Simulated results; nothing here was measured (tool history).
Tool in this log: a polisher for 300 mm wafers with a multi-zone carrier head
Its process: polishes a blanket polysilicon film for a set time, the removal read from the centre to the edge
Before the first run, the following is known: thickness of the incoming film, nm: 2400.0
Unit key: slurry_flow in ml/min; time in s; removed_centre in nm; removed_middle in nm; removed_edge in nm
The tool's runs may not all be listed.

Run 1, hour 0: slurry_flow 135 ml/min, centre_zone 1, middle_zone 1, edge_zone 1, time 34 s. Result: removed_centre 289.14 nm, removed_middle 279.77 nm, removed_edge 282.5 nm.
Run 2, hour 8.3: slurry_flow 135 ml/min, centre_zone 1, middle_zone 1.08, edge_zone 1, time 34 s. Result: removed_centre 287.13 nm, removed_middle 298.25 nm, removed_edge 282.5 nm.
Run 3, hour 9.8: slurry_flow 135 ml/min, centre_zone 0.97, middle_zone 1.08, edge_zone 1, time 34 s. Result: removed_centre 281.48 nm, removed_middle 297.18 nm, removed_edge 279.96 nm.
Run 4, hour 10.7: slurry_flow 135 ml/min, centre_zone 0.97, middle_zone 1.08, edge_zone 1.06, time 34 s. Result: removed_centre 282.54 nm, removed_middle 295.99 nm, removed_edge 289.92 nm.
Run 5, hour 16.2: slurry_flow 135 ml/min, centre_zone 0.97, middle_zone 1.08, edge_zone 1.06, time 37 s. Result: removed_centre 314.32 nm, removed_middle 320.85 nm, removed_edge 315.68 nm.
Run 6, hour 24.2: slurry_flow 150 ml/min, centre_zone 1.02, middle_zone 1.07, edge_zone 1.04, time 37 s. Result: removed_centre 324.08 nm, removed_middle 327 nm, removed_edge 316.77 nm.
Run 7, hour 26.4: slurry_flow 155 ml/min, centre_zone 1.07, middle_zone 1.05, edge_zone 1.02, time 38 s. Result: removed_centre 347.75 nm, removed_middle 330.35 nm, removed_edge 325.83 nm.

Estimate the outcome of run 8 from the log above:
Run 8, hour 34.2: slurry_flow 160 ml/min, centre_zone 1.11, middle_zone 1.05, edge_zone 1, time 38 s. Result: removed_centre ?, removed_middle ?, removed_edge ?.

Run 8 came out at removed_centre 356.75 nm, removed_middle 338.63 nm, removed_edge 326.37 nm.

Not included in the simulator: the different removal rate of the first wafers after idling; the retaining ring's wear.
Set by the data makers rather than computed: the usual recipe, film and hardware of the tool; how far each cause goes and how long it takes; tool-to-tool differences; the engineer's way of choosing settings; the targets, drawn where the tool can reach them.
